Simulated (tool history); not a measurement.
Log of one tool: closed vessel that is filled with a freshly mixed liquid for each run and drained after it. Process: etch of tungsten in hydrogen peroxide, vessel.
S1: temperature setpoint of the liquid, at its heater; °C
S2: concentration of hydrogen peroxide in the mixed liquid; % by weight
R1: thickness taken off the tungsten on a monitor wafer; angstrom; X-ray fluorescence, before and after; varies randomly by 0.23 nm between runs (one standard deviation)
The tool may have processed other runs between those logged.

Run 1, hour 0: S1 45 °C, S2 18 % by weight, time in the liquid (s) 35. Result: R1 327.6 angstrom.
Run 2, hour 9: S1 44.5 °C, S2 18 % by weight, time in the liquid (s) 35. Result: R1 321.18 angstrom.
Run 3, hour 14.1: S1 50 °C, S2 18 % by weight, time in the liquid (s) 35. Result: R1 450.08 angstrom.
Run 4, hour 18.1: S1 43 °C, S2 18 % by weight, time in the liquid (s) 35. Result: R1 285.48 angstrom.
Run 5, hour 25.3: S1 42.5 °C, S2 18 % by weight, time in the liquid (s) 35. Result: R1 280.84 angstrom.
Run 6, hour 33.2: S1 42.5 °C, S2 20.5 % by weight, time in the liquid (s) 35. Result: R1 302.21 angstrom.

Run 7 is up next; what results do you expect?
At hour 41.3: peroxide flow meter replaced.
Run 7, hour 41.3: S1 42 °C, S2 20.5 % by weight, time in the liquid (s) 35. Result: R1 ?.

{"run 7": {"R1": 305.44}}
